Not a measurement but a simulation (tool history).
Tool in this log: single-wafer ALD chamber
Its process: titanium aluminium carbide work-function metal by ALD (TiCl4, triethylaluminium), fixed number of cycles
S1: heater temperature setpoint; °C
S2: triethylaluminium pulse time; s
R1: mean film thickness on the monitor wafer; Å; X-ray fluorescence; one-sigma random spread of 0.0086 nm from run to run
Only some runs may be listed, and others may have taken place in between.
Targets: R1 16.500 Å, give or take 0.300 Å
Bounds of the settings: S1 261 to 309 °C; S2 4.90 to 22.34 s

run,hour,S1,S2,R1
1,0.0,285,13.62,18.011
2,8.2,281,13.26,17.634
3,11.3,278,13.00,17.516
4,18.0,282,13.00,17.566
5,18.7,292,13.00,18.708
6,27.5,298,13.00,19.390
7,36.1,292,12.60,18.540
8,37.4,288,12.13,18.166
9,38.0,285,11.74,17.827
10,38.6,282,11.43,17.687
11,45.3,279,11.30,17.319
12,50.3,277,11.10,16.891
13,57.6,276,11.03,16.982
14,59.1,268,10.14,15.840
15,61.7,269,10.25,16.083
16,70.5,270,10.33,16.217

Consider the 5 candidate settings below. Which is the only one whose results all fall within their allowed miss of target?
A,79.3,261,13.86,?
B,79.3,266,11.11,?
C,79.3,261,11.89,?
D,79.3,261,11.55,?
E,79.3,272,10.72,?

move,R1
A,15.804
B,15.965
C,15.633
D,15.586
E,16.428
A: moves away from the targets compared with the last run
B: moves away from the targets compared with the last run
C: moves away from the targets compared with the last run
D: moves away from the targets compared with the last run
E: every result lands within tolerance
E meets every target.

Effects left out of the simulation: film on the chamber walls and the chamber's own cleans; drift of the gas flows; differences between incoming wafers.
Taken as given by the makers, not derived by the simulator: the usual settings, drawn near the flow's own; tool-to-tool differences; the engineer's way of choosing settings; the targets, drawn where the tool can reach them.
